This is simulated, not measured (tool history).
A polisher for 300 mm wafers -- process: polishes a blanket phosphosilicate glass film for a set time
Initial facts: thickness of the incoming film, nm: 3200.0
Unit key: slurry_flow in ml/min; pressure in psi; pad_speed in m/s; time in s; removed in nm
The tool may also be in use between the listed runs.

run,hour,slurry_flow,pressure,pad_speed,slurry_solids,time,removed
1,0,310,3.6,0.82,1,87,728.26
2,3.9,310,4,0.82,1,87,791.97
3,6,310,4,0.82,1,91,841.12
4,8.9,310,3.7,0.82,1,91,798.93
5,10.2,310,3.7,0.82,1,87,757.79
6,12.8,310,3.7,0.82,0.85,87,696.21

What does the tool deliver on the next run?
7,14.4,310,3.6,0.82,0.85,87,?

Run 7 measured removed 666.49 nm.

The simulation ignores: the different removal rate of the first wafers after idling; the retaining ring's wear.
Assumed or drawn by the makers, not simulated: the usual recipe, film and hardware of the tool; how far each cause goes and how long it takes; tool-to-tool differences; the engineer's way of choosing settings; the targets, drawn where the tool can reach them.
